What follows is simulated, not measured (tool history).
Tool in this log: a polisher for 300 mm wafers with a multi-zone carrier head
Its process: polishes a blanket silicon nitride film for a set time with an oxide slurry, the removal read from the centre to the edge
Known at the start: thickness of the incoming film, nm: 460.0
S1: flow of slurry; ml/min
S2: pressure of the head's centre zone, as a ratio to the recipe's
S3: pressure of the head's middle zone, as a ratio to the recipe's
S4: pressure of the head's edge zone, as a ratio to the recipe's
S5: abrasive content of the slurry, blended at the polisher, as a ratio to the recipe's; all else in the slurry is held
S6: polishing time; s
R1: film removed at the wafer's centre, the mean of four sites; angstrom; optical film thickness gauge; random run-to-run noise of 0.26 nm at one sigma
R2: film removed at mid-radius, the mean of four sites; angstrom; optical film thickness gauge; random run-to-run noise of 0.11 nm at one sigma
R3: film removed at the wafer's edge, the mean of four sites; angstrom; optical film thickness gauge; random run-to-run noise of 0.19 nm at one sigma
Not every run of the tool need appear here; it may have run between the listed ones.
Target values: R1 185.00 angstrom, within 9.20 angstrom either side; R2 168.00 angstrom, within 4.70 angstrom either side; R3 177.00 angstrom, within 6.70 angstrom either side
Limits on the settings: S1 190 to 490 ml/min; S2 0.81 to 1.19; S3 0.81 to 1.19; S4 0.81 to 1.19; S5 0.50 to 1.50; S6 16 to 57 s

{"run": 1, "hour": 0.0, "S1": 315, "S2": 1.0, "S3": 1.0, "S4": 1.0, "S5": 1.0, "S6": 36, "R1": 299.78, "R2": 303.23, "R3": 308.2}
{"run": 2, "hour": 5.9, "S1": 315, "S2": 1.07, "S3": 1.0, "S4": 1.0, "S5": 1.0, "S6": 36, "R1": 328.34, "R2": 301.08, "R3": 309.4}
{"run": 3, "hour": 8.8, "S1": 315, "S2": 1.06, "S3": 0.98, "S4": 0.98, "S5": 0.9, "S6": 34, "R1": 290.85, "R2": 264.82, "R3": 273.83}
{"run": 4, "hour": 10.9, "S1": 315, "S2": 1.11, "S3": 0.98, "S4": 0.98, "S5": 0.9, "S6": 34, "R1": 299.37, "R2": 264.05, "R3": 271.01}
{"run": 5, "hour": 11.4, "S1": 315, "S2": 1.11, "S3": 0.98, "S4": 0.98, "S5": 0.9, "S6": 41, "R1": 358.99, "R2": 323.25, "R3": 330.96}
{"run": 6, "hour": 13.8, "S1": 315, "S2": 1.19, "S3": 0.98, "S4": 0.98, "S5": 0.9, "S6": 41, "R1": 401.12, "R2": 321.25, "R3": 326.84}
{"run": 7, "hour": 22.2, "S1": 310, "S2": 1.17, "S3": 0.97, "S4": 0.96, "S5": 0.85, "S6": 39, "R1": 351.51, "R2": 290.93, "R3": 304.94}
{"run": 8, "hour": 28.2, "S1": 345, "S2": 1.16, "S3": 1.02, "S4": 0.92, "S5": 0.6, "S6": 29, "R1": 214.1, "R2": 189.02, "R3": 181.85}
{"run": 9, "hour": 31.2, "S1": 345, "S2": 1.14, "S3": 1.0, "S4": 0.91, "S5": 0.6, "S6": 29, "R1": 214.38, "R2": 185.93, "R3": 179.98}
{"run": 10, "hour": 34.2, "S1": 340, "S2": 1.12, "S3": 0.99, "S4": 0.91, "S5": 0.6, "S6": 29, "R1": 208.25, "R2": 184.01, "R3": 179.95}
{"run": 11, "hour": 34.9, "S1": 335, "S2": 1.1, "S3": 0.98, "S4": 0.91, "S5": 0.6, "S6": 29, "R1": 206.9, "R2": 180.67, "R3": 179.66}
{"run": 12, "hour": 39.2, "S1": 335, "S2": 1.08, "S3": 0.97, "S4": 0.91, "S5": 0.6, "S6": 29, "R1": 205.42, "R2": 181.21, "R3": 180.06}
{"run": 13, "hour": 39.8, "S1": 330, "S2": 1.06, "S3": 0.96, "S4": 0.91, "S5": 0.6, "S6": 29, "R1": 197.03, "R2": 179.66, "R3": 182.5}
{"run": 14, "hour": 47.7, "S1": 330, "S2": 1.06, "S3": 0.96, "S4": 0.91, "S5": 0.6, "S6": 29, "R1": 193.34, "R2": 179.7, "R3": 180.89}
{"run": 15, "hour": 54.1, "S1": 330, "S2": 1.06, "S3": 0.95, "S4": 0.91, "S5": 0.6, "S6": 29, "R1": 192.98, "R2": 180.0, "R3": 180.65}
{"run": 16, "hour": 61.8, "S1": 330, "S2": 1.06, "S3": 0.94, "S4": 0.91, "S5": 0.6, "S6": 29, "R1": 195.01, "R2": 176.81, "R3": 181.25}
{"run": 17, "hour": 68.1, "S1": 330, "S2": 1.06, "S3": 0.93, "S4": 0.91, "S5": 0.6, "S6": 29, "R1": 200.5, "R2": 175.42, "R3": 177.36}
{"run": 18, "hour": 68.9, "S1": 325, "S2": 1.05, "S3": 0.92, "S4": 0.91, "S5": 0.6, "S6": 29, "R1": 201.08, "R2": 171.73, "R3": 178.96}
{"run": 19, "hour": 69.9, "S1": 325, "S2": 1.04, "S3": 0.92, "S4": 0.91, "S5": 0.6, "S6": 29, "R1": 187.55, "R2": 173.4, "R3": 183.42}
{"run": 20, "hour": 77.3, "S1": 325, "S2": 1.04, "S3": 0.92, "S4": 0.9, "S5": 0.6, "S6": 29, "R1": 196.72, "R2": 174.21, "R3": 177.02}

Pick the move, out of 5, that brings all results within their allowed miss; only one does.
{"run": "A", "hour": 84.7, "S1": 345, "S2": 1.16, "S3": 0.82, "S4": 0.81, "S5": 0.7, "S6": 28, "R1": "?", "R2": "?", "R3": "?"}
{"run": "B", "hour": 84.7, "S1": 355, "S2": 1.12, "S3": 0.84, "S4": 0.83, "S5": 0.75, "S6": 26, "R1": "?", "R2": "?", "R3": "?"}
{"run": "C", "hour": 84.7, "S1": 325, "S2": 1.04, "S3": 0.99, "S4": 0.93, "S5": 0.6, "S6": 30, "R1": "?", "R2": "?", "R3": "?"}
{"run": "D", "hour": 84.7, "S1": 345, "S2": 1.04, "S3": 0.93, "S4": 0.94, "S5": 0.6, "S6": 28, "R1": "?", "R2": "?", "R3": "?"}
{"run": "E", "hour": 84.7, "S1": 430, "S2": 1.01, "S3": 0.91, "S4": 0.87, "S5": 0.6, "S6": 29, "R1": "?", "R2": "?", "R3": "?"}

move=A R1=229.31 R2=165.97 R3=182.63
move=B R1=214.11 R2=163.71 R3=178.17
move=C R1=200.26 R2=189.13 R3=188.05
move=D R1=187.83 R2=168.32 R3=177.11
move=E R1=192.20 R2=174.00 R3=179.85
A: meets the target for the result that was furthest off, but another lies outside its allowed miss
B: meets the target for the result that was furthest off, but another lies outside its allowed miss
C: moves away from the targets compared with the last run
D: all results in spec
E: just as far off the targets as the last run
D is the move that brings every result within its allowed miss.
